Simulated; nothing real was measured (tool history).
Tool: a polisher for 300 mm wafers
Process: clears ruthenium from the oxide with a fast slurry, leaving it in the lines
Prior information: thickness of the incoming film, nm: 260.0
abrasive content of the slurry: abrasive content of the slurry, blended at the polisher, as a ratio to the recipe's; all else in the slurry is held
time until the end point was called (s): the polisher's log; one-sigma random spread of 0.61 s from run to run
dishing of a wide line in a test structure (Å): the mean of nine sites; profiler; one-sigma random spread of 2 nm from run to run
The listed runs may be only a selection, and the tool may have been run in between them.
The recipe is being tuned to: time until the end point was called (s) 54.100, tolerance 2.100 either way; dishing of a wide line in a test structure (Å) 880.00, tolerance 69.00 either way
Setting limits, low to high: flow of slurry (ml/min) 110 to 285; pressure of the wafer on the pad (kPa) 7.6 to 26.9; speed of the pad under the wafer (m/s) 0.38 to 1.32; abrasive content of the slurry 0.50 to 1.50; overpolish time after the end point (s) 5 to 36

| run | day | flow of slurry (ml/min) | pressure of the wafer on the pad (kPa) | speed of the pad under the wafer (m/s) | abrasive content of the slurry | overpolish time after the end point (s) | time until the end point was called (s) | dishing of a wide line in a test structure (Å) |
|---|---|---|---|---|---|---|---|---|
| 1 | 0.000 | 180 | 17.2 | 0.84 | 1.00 | 18 | 67.599 | 533.50 |
| 2 | 0.204 | 180 | 17.9 | 0.84 | 1.00 | 19 | 65.703 | 578.41 |
| 3 | 0.358 | 180 | 18.6 | 0.84 | 1.00 | 20 | 62.275 | 601.29 |
| 4 | 0.379 | 180 | 22.1 | 0.84 | 1.00 | 20 | 55.408 | 683.16 |
| 5 | 0.571 | 180 | 22.1 | 0.84 | 1.00 | 21 | 54.865 | 682.90 |
| 6 | 0.717 | 180 | 23.4 | 0.84 | 1.00 | 21 | 52.728 | 755.97 |
| 7 | 0.829 | 175 | 23.4 | 0.84 | 1.00 | 23 | 52.912 | 824.79 |
| 8 | 0.946 | 175 | 23.4 | 0.84 | 1.00 | 23 | 53.021 | 774.62 |

Which one of the following 4 next-run settings gets every result inside its allowed miss? There is exactly one.
| A | 1.062 | 125 | 26.2 | 0.72 | 1.25 | 16 | ? | ? |
| B | 1.062 | 175 | 19.3 | 1.20 | 0.85 | 31 | ? | ? |
| C | 1.062 | 200 | 25.5 | 0.62 | 1.30 | 27 | ? | ? |
| D | 1.062 | 165 | 22.1 | 0.96 | 1.05 | 20 | ? | ? |

| move | time until the end point was called (s) | dishing of a wide line in a test structure (Å) |
|---|---|---|
| A | 51.772 | 591.11 |
| B | 51.352 | 1010.20 |
| C | 53.129 | 887.41 |
| D | 49.008 | 745.70 |
A: the biggest miss grows against the last run
B: pushes the last run's worst result past its target
C: meets every target
D: the biggest miss grows against the last run
C meets every target.

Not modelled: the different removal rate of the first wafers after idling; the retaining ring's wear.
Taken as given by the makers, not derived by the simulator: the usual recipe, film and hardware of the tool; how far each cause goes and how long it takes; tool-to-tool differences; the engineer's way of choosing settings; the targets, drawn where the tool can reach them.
